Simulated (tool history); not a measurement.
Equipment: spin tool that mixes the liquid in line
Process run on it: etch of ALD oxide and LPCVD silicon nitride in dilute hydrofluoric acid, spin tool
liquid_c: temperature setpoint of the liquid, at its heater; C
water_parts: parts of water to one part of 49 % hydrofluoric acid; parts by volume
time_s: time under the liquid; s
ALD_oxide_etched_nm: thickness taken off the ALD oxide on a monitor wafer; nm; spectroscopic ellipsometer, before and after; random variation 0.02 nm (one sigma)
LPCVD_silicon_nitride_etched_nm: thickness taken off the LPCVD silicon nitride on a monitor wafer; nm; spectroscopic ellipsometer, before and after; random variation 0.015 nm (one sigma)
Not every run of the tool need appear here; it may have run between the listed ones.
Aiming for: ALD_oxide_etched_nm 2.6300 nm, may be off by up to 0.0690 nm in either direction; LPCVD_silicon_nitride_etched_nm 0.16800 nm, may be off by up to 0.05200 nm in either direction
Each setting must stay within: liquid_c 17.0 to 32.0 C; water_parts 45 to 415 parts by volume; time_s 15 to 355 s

| run | hour | liquid_c | water_parts | time_s | ALD_oxide_etched_nm | LPCVD_silicon_nitride_etched_nm |
|---|---|---|---|---|---|---|
| 1 | 0.0 | 24.0 | 230 | 180 | 6.4527 | 0.43791 |
| 2 | 3.6 | 22.5 | 260 | 180 | 5.2540 | 0.29272 |
| 3 | 11.1 | 19.5 | 260 | 180 | 4.6717 | 0.30377 |
| 4 | 12.9 | 22.0 | 260 | 180 | 5.0866 | 0.29282 |
| 5 | 19.0 | 22.0 | 260 | 125 | 3.5134 | 0.22992 |
| 6 | 21.5 | 20.5 | 260 | 125 | 3.3442 | 0.17533 |
| 7 | 24.6 | 20.0 | 270 | 125 | 3.1833 | 0.18107 |
| 8 | 29.7 | 19.5 | 275 | 125 | 3.0175 | 0.17414 |
|  | 32.0 | hydrofluoric acid flow meter replaced |
| 9 | 32.0 | 19.0 | 280 | 125 | 3.2331 | 0.18062 |
| 10 | 38.4 | 19.5 | 295 | 125 | 3.0977 | 0.17598 |
| 11 | 39.8 | 19.0 | 305 | 125 | 2.9435 | 0.16399 |
| 12 | 45.4 | 18.5 | 310 | 125 | 2.7633 | 0.14539 |
| 13 | 46.4 | 18.0 | 310 | 125 | 2.7245 | 0.13891 |

5 next moves are on the table. One of them brings every result within its allowed miss. Which?
| A | 47.4 | 20.5 | 325 | 125 | ? | ? |
| B | 47.4 | 19.0 | 340 | 140 | ? | ? |
| C | 47.4 | 22.5 | 235 | 75 | ? | ? |
| D | 47.4 | 23.0 | 300 | 95 | ? | ? |
| E | 47.4 | 18.5 | 360 | 150 | ? | ? |

| move | ALD_oxide_etched_nm | LPCVD_silicon_nitride_etched_nm |
|---|---|---|
| A | 2.8441 | 0.14638 |
| B | 2.8476 | 0.14280 |
| C | 2.7615 | 0.13671 |
| D | 2.6182 | 0.14052 |
| E | 2.7831 | 0.14034 |
A: lands further from the targets than the last run did
B: lands further from the targets than the last run did
C: lands further from the targets than the last run did
D: meets every target
E: lands further from the targets than the last run did
Move D is the one to make.
